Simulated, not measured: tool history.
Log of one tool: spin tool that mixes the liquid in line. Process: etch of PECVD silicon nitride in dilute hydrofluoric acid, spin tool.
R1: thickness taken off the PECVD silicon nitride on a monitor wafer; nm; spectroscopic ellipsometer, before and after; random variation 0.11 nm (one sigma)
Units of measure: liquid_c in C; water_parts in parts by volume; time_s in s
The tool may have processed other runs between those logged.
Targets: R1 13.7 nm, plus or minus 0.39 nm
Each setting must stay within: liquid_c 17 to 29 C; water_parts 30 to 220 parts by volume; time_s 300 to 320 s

{"run": 1, "day": 0.0, "liquid_c": 21, "water_parts": 125, "time_s": 300, "R1": 4.6914}
{"run": 2, "day": 0.121, "liquid_c": 23, "water_parts": 105, "time_s": 300, "R1": 6.4237}
{"run": 3, "day": 0.292, "liquid_c": 23, "water_parts": 105, "time_s": 300, "R1": 6.3451}
{"run": 4, "day": 0.583, "liquid_c": 24.5, "water_parts": 95, "time_s": 300, "R1": 7.817}
{"run": 5, "day": 0.754, "liquid_c": 21.5, "water_parts": 95, "time_s": 300, "R1": 6.3714}
{"run": 6, "day": 0.979, "liquid_c": 21.5, "water_parts": 95, "time_s": 320, "R1": 6.7253}
{"run": 7, "day": 1.05, "liquid_c": 23.5, "water_parts": 90, "time_s": 320, "R1": 8.2122}
{"run": 8, "day": 1.133, "liquid_c": 25, "water_parts": 85, "time_s": 320, "R1": 9.5527}
{"run": 9, "day": 1.271, "liquid_c": 26, "water_parts": 80, "time_s": 320, "R1": 10.981}
{"run": 10, "day": 1.425, "liquid_c": 27, "water_parts": 80, "time_s": 320, "R1": 11.756}
{"run": 11, "day": 1.783, "liquid_c": 27.5, "water_parts": 80, "time_s": 320, "R1": 12.066}
{"run": 12, "day": 2.012, "liquid_c": 28, "water_parts": 80, "time_s": 320, "R1": 12.221}
{"run": 13, "day": 2.167, "liquid_c": 28.5, "water_parts": 80, "time_s": 320, "R1": 12.98}

Pick the move, out of 4, that brings all results within their allowed miss; only one does.
{"run": "A", "day": 2.321, "liquid_c": 28, "water_parts": 75, "time_s": 310, "R1": "?"}
{"run": "B", "day": 2.321, "liquid_c": 29, "water_parts": 75, "time_s": 310, "R1": "?"}
{"run": "C", "day": 2.321, "liquid_c": 25.5, "water_parts": 65, "time_s": 320, "R1": "?"}
{"run": "D", "day": 2.321, "liquid_c": 29, "water_parts": 80, "time_s": 310, "R1": "?"}

move=A R1=12.757
move=B R1=13.605
move=C R1=12.884
move=D R1=12.756
A: lands further from the targets than the last run did
B: every result lands within tolerance
C: lands further from the targets than the last run did
D: lands further from the targets than the last run did
The right move is B.

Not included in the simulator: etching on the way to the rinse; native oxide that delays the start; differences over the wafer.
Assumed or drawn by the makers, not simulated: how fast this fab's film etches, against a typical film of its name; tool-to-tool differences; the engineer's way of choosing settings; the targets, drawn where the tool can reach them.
